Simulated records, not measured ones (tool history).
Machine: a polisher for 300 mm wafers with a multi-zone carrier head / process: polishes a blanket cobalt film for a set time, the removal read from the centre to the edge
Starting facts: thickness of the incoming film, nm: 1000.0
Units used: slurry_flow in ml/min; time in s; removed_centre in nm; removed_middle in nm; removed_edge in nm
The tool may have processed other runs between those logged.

run	hour	slurry_flow	centre_zone	middle_zone	edge_zone	time	removed_centre	removed_middle	removed_edge
1	0	285	1	1	1	84	377.15	336.81	319.92
2	4.2	280	0.97	0.97	1.04	91	398.28	357.58	353.65
3	9.3	275	0.93	0.94	1.08	97	399.32	366.69	395.1
4	14	275	0.93	0.94	1.08	118	494.66	450.82	469.58
5	17.5	275	0.93	0.94	1	118	481.32	449.34	454.53
# hour 23.6: centre zone pressure recalibrated
6	23.6	335	0.93	0.94	1	118	456.73	459.59	465.59
7	26.4	335	0.92	0.92	1.02	118	457.04	453.55	459.84

Estimate the outcome of run 8 from the log above:
8	28.4	325	0.9	0.9	1.06	118	?	?	?

Run 8 yielded removed_centre 441.06 nm, removed_middle 432.17 nm, removed_edge 473.34 nm.
